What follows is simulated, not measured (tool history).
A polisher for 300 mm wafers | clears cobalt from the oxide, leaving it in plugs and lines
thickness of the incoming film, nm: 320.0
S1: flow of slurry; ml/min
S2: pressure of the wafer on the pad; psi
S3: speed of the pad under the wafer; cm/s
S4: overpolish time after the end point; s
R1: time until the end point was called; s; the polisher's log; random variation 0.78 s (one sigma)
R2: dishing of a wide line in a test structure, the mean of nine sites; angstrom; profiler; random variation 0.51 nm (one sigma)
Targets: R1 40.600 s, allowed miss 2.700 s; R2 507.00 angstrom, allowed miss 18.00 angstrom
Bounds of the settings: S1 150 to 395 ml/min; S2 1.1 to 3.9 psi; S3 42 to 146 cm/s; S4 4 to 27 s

run  hour   S1   S2  S3  S4      R1      R2
  1   0.0  250  2.5  94  14  58.734  412.59
  2   3.9  250  2.7  94  14  55.490  431.76
  3   6.4  195  2.7  94  14  54.770  432.80
  4  11.1  165  2.7  94  14  56.967  422.25
  5  18.7  165  2.9  94  14  53.236  436.10
  6  24.6  165  2.5  94  14  62.148  412.94
  7  26.3  165  2.8  96  14  53.931  429.89
  8  34.4  165  3.0  96  14  49.740  450.84
  9  37.6  165  3.1  96  14  49.029  452.77
 10  43.6  165  3.2  96  14  49.196  457.60
 11  49.0  165  3.4  96  14  45.793  469.29
 12  51.6  165  3.5  96  14  43.510  478.23
 13  55.5  165  3.6  96  14  42.161  469.69
 14  63.0  165  3.6  96  14  41.891  474.68

4 next moves are on the table. One of them brings every result within its allowed miss. Which?
  A  70.5  195  3.6  100  16   ?   ?
  B  70.5  150  3.7   84  14   ?   ?
  C  70.5  150  3.9   82  19   ?   ?
  D  70.5  185  3.9   90  13   ?   ?

move      R1      R2
   A  39.058  510.00
   B  45.849  461.05
   C  44.458  516.35
   D  39.867  472.80
A: meets every target
B: further off than the last run
C: brings the result that was furthest off to its target, and leaves another outside
D: further off than the last run
Move A is the one to make.
